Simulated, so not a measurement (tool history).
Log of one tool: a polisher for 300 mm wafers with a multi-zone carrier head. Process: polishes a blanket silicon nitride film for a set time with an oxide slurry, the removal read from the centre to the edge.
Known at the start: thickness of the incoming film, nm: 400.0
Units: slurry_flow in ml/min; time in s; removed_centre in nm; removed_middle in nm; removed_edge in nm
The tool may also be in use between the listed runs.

{"run": 1, "day": 0.0, "slurry_flow": 165, "centre_zone": 1, "middle_zone": 1, "edge_zone": 1, "slurry_solids": 1, "time": 62, "removed_centre": 66.423, "removed_middle": 63.361, "removed_edge": 66.021}
{"run": 2, "day": 0.358, "slurry_flow": 155, "centre_zone": 0.98, "middle_zone": 0.95, "edge_zone": 0.97, "slurry_solids": 0.85, "time": 58, "removed_centre": 56.8, "removed_middle": 51.584, "removed_edge": 54.658}
{"run": 3, "day": 0.658, "slurry_flow": 145, "centre_zone": 0.93, "middle_zone": 0.91, "edge_zone": 0.97, "slurry_solids": 0.75, "time": 57, "removed_centre": 47.91, "removed_middle": 44.462, "removed_edge": 48.731}
{"run": 4, "day": 0.812, "slurry_flow": 145, "centre_zone": 0.93, "middle_zone": 0.91, "edge_zone": 0.97, "slurry_solids": 0.55, "time": 57, "removed_centre": 37.291, "removed_middle": 35.695, "removed_edge": 38.431}
{"run": 5, "day": 0.917, "slurry_flow": 145, "centre_zone": 0.93, "middle_zone": 0.9, "edge_zone": 0.99, "slurry_solids": 0.55, "time": 57, "removed_centre": 38.377, "removed_middle": 35.686, "removed_edge": 38.359}
{"run": 6, "day": 1.033, "slurry_flow": 145, "centre_zone": 0.93, "middle_zone": 0.9, "edge_zone": 0.99, "slurry_solids": 0.55, "time": 43, "removed_centre": 28.325, "removed_middle": 26.433, "removed_edge": 29.295}
{"run": 7, "day": 1.308, "slurry_flow": 155, "centre_zone": 0.93, "middle_zone": 0.9, "edge_zone": 1.01, "slurry_solids": 0.65, "time": 43, "removed_centre": 32.745, "removed_middle": 31.006, "removed_edge": 33.748}
{"run": 8, "day": 1.396, "slurry_flow": 205, "centre_zone": 0.93, "middle_zone": 0.83, "edge_zone": 1.11, "slurry_solids": 0.65, "time": 43, "removed_centre": 34.057, "removed_middle": 30.192, "removed_edge": 36.561}
{"run": 9, "day": 1.467, "slurry_flow": 215, "centre_zone": 0.94, "middle_zone": 0.85, "edge_zone": 1.13, "slurry_solids": 0.65, "time": 43, "removed_centre": 35.314, "removed_middle": 31.201, "removed_edge": 37.861}
{"run": 10, "day": 1.504, "slurry_flow": 225, "centre_zone": 0.95, "middle_zone": 0.87, "edge_zone": 1.13, "slurry_solids": 0.65, "time": 43, "removed_centre": 36.275, "removed_middle": 31.523, "removed_edge": 37.325}
{"run": 11, "day": 1.771, "slurry_flow": 225, "centre_zone": 0.95, "middle_zone": 0.87, "edge_zone": 1.13, "slurry_solids": 0.65, "time": 43, "removed_centre": 34.474, "removed_middle": 31.503, "removed_edge": 36.905}

The next listed run, before its measurement:
{"run": 12, "day": 1.833, "slurry_flow": 245, "centre_zone": 0.99, "middle_zone": 0.91, "edge_zone": 1.18, "slurry_solids": 0.8, "time": 43, "removed_centre": "?", "removed_middle": "?", "removed_edge": "?"}

{"run 12": {"removed_centre": 43.556, "removed_middle": 38.214, "removed_edge": 43.803}}

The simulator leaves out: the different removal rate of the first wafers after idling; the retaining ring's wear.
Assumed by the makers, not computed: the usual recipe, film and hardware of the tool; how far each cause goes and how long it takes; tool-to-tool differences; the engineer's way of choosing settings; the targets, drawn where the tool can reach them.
